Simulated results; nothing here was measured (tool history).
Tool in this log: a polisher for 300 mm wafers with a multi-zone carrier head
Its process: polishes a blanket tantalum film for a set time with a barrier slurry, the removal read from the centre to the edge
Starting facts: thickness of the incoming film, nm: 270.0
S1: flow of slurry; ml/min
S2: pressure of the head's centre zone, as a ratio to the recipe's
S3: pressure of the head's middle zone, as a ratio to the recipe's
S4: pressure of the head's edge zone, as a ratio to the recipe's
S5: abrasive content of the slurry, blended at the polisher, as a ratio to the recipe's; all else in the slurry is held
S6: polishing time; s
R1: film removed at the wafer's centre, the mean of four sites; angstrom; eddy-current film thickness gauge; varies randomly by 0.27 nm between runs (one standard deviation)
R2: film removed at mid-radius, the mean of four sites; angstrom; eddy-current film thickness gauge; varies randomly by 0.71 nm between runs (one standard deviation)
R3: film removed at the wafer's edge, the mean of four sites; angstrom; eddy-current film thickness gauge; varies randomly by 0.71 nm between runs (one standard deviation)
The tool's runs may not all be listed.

| run | hour | S1 | S2 | S3 | S4 | S5 | S6 | R1 | R2 | R3 |
|---|---|---|---|---|---|---|---|---|---|---|
| 1 | 0 | 270 | 1 | 1 | 1 | 1 | 71 | 849.06 | 885.06 | 854.31 |
| 2 | 1.6 | 270 | 1.07 | 1 | 1 | 1 | 71 | 908.54 | 883.49 | 855 |
| 3 | 4 | 270 | 1.07 | 1 | 1.06 | 1 | 71 | 916.38 | 882.89 | 876.26 |
| 4 | 9.4 | 255 | 1.01 | 0.98 | 1.06 | 0.9 | 65 | 757.08 | 767.8 | 765.59 |
| 5 | 15.9 | 255 | 1.01 | 0.98 | 1.06 | 0.9 | 79 | 915.31 | 910.68 | 921.26 |
| 6 | 21.8 | 255 | 1.01 | 1.02 | 1.06 | 0.9 | 79 | 929.31 | 949.82 | 943.08 |
| 7 | 28.2 | 240 | 0.96 | 1 | 1.07 | 0.8 | 71 | 764.71 | 834.15 | 809.16 |
| 8 | 31.3 | 230 | 0.92 | 0.97 | 1.1 | 0.75 | 65 | 649.95 | 717.36 | 750.16 |
| 9 | 38.8 | 205 | 0.82 | 0.93 | 1 | 0.5 | 45 | 340.31 | 411.36 | 405.46 |
| 10 | 44.3 | 205 | 0.82 | 0.93 | 1 | 0.5 | 45 | 336.67 | 402.49 | 408.92 |
| 11 | 47.6 | 230 | 0.84 | 0.95 | 1.05 | 0.5 | 44 | 343.1 | 404.57 | 417.11 |
| 12 | 48.3 | 225 | 0.85 | 0.97 | 1.08 | 0.55 | 44 | 357.96 | 425.84 | 442.01 |
| 13 | 53.2 | 220 | 0.86 | 0.99 | 1.1 | 0.6 | 44 | 379.38 | 440.39 | 456.29 |
| 14 | 54.5 | 225 | 0.86 | 1.01 | 1.12 | 0.6 | 44 | 375.54 | 460.4 | 471.35 |

Run 15 comes next. What will it give?
| 15 | 56.6 | 225 | 0.87 | 1.02 | 1.14 | 0.6 | 44 | ? | ? | ? |

{"run 15": {"R1": 382.23, "R2": 468.93, "R3": 463.85}}

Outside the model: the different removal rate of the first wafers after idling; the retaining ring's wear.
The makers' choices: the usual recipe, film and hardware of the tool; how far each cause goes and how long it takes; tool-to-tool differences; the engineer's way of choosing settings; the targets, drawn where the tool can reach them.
